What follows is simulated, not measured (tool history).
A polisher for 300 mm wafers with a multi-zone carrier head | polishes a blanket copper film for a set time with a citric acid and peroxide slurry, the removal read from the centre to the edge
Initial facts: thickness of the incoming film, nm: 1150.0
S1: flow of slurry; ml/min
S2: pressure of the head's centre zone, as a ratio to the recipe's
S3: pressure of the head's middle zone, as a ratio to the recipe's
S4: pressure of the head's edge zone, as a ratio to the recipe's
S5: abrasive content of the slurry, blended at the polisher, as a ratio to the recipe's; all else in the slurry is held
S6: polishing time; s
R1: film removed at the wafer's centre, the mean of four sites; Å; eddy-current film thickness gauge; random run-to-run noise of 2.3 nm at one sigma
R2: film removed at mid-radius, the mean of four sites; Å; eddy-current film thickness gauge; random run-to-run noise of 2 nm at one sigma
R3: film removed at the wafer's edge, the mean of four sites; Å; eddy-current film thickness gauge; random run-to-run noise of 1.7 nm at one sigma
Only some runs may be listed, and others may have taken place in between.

run 1 day=0 | S1=240 S2=1 S3=1 S4=1 S5=1 S6=65 | R1=1581.4 R2=1582 R3=1581.1
run 2 day=0.067 | S1=240 S2=1 S3=1 S4=1 S5=1.2 S6=65 | R1=1651.8 R2=1656.6 R3=1656.6
run 3 day=0.233 | S1=240 S2=1.07 S3=1 S4=1 S5=1.2 S6=65 | R1=1696.5 R2=1681 R3=1642.4
run 4 day=0.325 | S1=250 S2=1.08 S3=0.98 S4=1.03 S5=1.25 S6=67 | R1=1809.7 R2=1713.7 R3=1742.8
run 5 day=0.446 | S1=250 S2=1.08 S3=0.98 S4=1.03 S5=1.1 S6=67 | R1=1791.3 R2=1637.1 R3=1704.3
run 6 day=0.5 | S1=250 S2=1.08 S3=0.98 S4=1.11 S5=1.1 S6=67 | R1=1759.3 R2=1639.3 R3=1761.4
run 7 day=0.817 | S1=260 S2=1.09 S3=0.97 S4=1.12 S5=1.15 S6=69 | R1=1855.3 R2=1744 R3=1837.4
run 8 day=1.058 | S1=255 S2=1.09 S3=0.95 S4=1.13 S5=1.2 S6=71 | R1=1962.3 R2=1745 R3=1920
run 9 day=1.192 | S1=255 S2=1.08 S3=0.95 S4=1.14 S5=1.25 S6=73 | R1=1969.6 R2=1811.2 R3=2010.8
run 10 day=1.338 | S1=260 S2=1.09 S3=0.95 S4=1.15 S5=1.3 S6=74 | R1=2045.1 R2=1856.8 R3=2077.9
run 11 day=1.433 | S1=265 S2=1.1 S3=0.95 S4=1.16 S5=1.35 S6=75 | R1=2109.8 R2=1941 R3=2133.9

Run 12 has not been measured yet. What should we expect?
run 12 day=1.538 | S1=270 S2=1.1 S3=0.94 S4=1.17 S5=1.4 S6=76 | R1=? R2=? R3=?

R1: 2166.4 Å
R2: 1955.4 Å
R3: 2199.5 Å
